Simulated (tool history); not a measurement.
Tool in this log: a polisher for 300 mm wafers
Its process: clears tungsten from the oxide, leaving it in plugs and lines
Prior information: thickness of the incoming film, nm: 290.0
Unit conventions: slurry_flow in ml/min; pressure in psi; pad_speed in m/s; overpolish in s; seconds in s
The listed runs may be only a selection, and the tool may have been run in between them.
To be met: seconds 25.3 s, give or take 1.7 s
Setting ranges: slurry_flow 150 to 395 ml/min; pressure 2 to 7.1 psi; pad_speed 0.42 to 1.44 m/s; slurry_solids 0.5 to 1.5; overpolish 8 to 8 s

run    day  slurry_flow  pressure  pad_speed  slurry_solids  overpolish  seconds
  1      0          250       4.5       0.92              1           8   46.876
  2  0.275          250       4.9       0.94              1           8   43.402
  3  0.379          250       5.2       0.98              1           8   39.549
  4  0.508          250       5.2       0.98              1           8     39.5
  5  0.725          250       5.5          1              1           8   36.781
  6   0.95          250       5.5          1              1           8   36.404
  7  1.221          250       5.7       1.02              1           8   34.212
  8  1.583          250       5.9       1.04              1           8   33.532
  9  1.629          250       6.1       1.06              1           8   31.029
 10  1.912          250       6.3       1.06              1           8   31.373
 11      2          250       6.4       1.08              1           8   28.686
 12  2.204          250       6.5       1.08              1           8   28.208
 13  2.542          250       6.6       1.08              1           8   27.248
 14  2.638          250       6.9       1.08              1           8   27.724

Below are 5 possible settings for the next run. Only one of them brings all results inside the allowed miss of their targets. Which is it?
  A  2.733          235       6.9       1.06           0.85           8        ?
  B  2.733          305       6.7       1.02           0.95           8        ?
  C  2.733          160       6.8       1.14            0.9           8        ?
  D  2.733          315       6.5       1.06              1           8        ?
  E  2.733          240       5.7       1.38              1           8        ?

move  seconds
   A   27.883
   B   28.242
   C   27.656
   D   27.617
   E   24.973
A: moves away from the targets compared with the last run
B: moves away from the targets compared with the last run
C: as far off as the last run
D: as far off as the last run
E: every result lands within tolerance
Answer: E
